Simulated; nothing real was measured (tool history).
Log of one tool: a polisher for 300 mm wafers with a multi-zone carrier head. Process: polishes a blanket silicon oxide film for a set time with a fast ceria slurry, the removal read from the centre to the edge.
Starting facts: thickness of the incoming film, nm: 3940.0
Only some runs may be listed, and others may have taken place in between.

| run | day | flow of slurry (ml/min) | pressure of the head's centre zone | pressure of the head's middle zone | pressure of the head's edge zone | polishing time (s) | film removed at the wafer's centre (Å) | film removed at mid-radius (Å) | film removed at the wafer's edge (Å) |
|---|---|---|---|---|---|---|---|---|---|
| 1 | 0.000 | 195 | 1.00 | 1.00 | 1.00 | 60 | 13328 | 13181 | 13454 |
| 2 | 0.104 | 195 | 0.97 | 1.00 | 1.00 | 60 | 13167 | 13311 | 13205 |
| 3 | 0.450 | 205 | 1.00 | 1.02 | 1.03 | 61 | 13985 | 13826 | 13890 |
| 4 | 0.521 | 205 | 1.00 | 1.02 | 0.95 | 61 | 13523 | 13824 | 13282 |
| 5 | 0.767 | 205 | 1.00 | 1.06 | 0.95 | 61 | 13519 | 14415 | 13369 |
| 6 | 0.946 | 210 | 1.01 | 1.06 | 1.00 | 62 | 14231 | 14475 | 13781 |
| 7 | 1.071 | 210 | 1.00 | 1.05 | 1.02 | 64 | 14379 | 15004 | 14486 |

Predict the results of run 8:
| 8 | 1.362 | 215 | 1.01 | 1.05 | 1.05 | 65 | ? | ? | ? |

{"run 8": {"film removed at the wafer's centre (Å)": 14653, "film removed at mid-radius (Å)": 15301, "film removed at the wafer's edge (Å)": 14941}}
